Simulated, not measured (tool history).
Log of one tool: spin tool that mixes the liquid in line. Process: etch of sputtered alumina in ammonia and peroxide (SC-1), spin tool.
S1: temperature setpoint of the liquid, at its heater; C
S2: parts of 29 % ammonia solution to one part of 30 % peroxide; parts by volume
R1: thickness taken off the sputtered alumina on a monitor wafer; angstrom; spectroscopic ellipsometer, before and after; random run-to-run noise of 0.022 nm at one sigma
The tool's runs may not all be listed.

Run 1, hour 0.0: S1 61.0 C, S2 0.85 parts by volume, time under the liquid (s) 55. Result: R1 84.460 angstrom.
Run 2, hour 3.8: S1 58.5 C, S2 0.85 parts by volume, time under the liquid (s) 55. Result: R1 74.757 angstrom.
Run 3, hour 8.3: S1 63.0 C, S2 0.85 parts by volume, time under the liquid (s) 55. Result: R1 93.283 angstrom.
Run 4, hour 13.9: S1 60.0 C, S2 0.85 parts by volume, time under the liquid (s) 55. Result: R1 80.343 angstrom.
Run 5, hour 18.8: S1 60.0 C, S2 0.70 parts by volume, time under the liquid (s) 55. Result: R1 78.734 angstrom.
Run 6, hour 27.2: S1 58.0 C, S2 0.70 parts by volume, time under the liquid (s) 55. Result: R1 70.862 angstrom.
Run 7, hour 31.5: S1 56.5 C, S2 0.70 parts by volume, time under the liquid (s) 55. Result: R1 65.460 angstrom.

What will run 8 give?
Run 8, hour 35.5: S1 55.5 C, S2 0.70 parts by volume, time under the liquid (s) 55. Result: R1 ?.

{"run 8": {"R1": 62.722}}

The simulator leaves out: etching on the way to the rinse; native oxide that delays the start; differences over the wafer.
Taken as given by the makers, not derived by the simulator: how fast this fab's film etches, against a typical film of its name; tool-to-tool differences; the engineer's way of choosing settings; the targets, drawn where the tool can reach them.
